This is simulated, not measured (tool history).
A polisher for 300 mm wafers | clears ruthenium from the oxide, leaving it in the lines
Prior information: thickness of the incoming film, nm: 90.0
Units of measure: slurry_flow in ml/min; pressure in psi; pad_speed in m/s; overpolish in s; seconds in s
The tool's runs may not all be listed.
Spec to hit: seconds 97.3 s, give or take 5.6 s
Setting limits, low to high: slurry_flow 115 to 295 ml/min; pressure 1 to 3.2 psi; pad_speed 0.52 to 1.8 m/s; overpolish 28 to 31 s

run,hour,slurry_flow,pressure,pad_speed,overpolish,seconds
1,0,190,2.1,1.16,28,73.758
2,5.3,190,2.5,1.16,28,62.685
3,7,190,2.4,1.16,28,65.774
4,9.2,190,2.9,1.16,28,55.558
5,16.9,190,2.7,1.14,28,59.938
6,20.8,190,2.6,1.12,28,63.331
7,22.1,190,2.5,1.1,28,66.491
8,28.3,190,1.9,1.02,28,88.643

Of the 5 settings listed for the next run, only one would bring every result within its allowed miss of target. Which one?
A,34.5,180,2,1.1,29,?
B,34.5,180,1.8,1.14,31,?
C,34.5,190,2.8,0.86,29,?
D,34.5,200,1.3,1.26,28,?
E,34.5,200,1.8,1.12,28,?

move,seconds
A,80.657
B,84.809
C,76.665
D,97.591
E,85.203
A: its largest miss is bigger than the last run's
B: its largest miss is bigger than the last run's
C: its largest miss is bigger than the last run's
D: all results land within tolerance of their targets
E: its largest miss is bigger than the last run's
So the answer is move D, the one that meets all the targets.
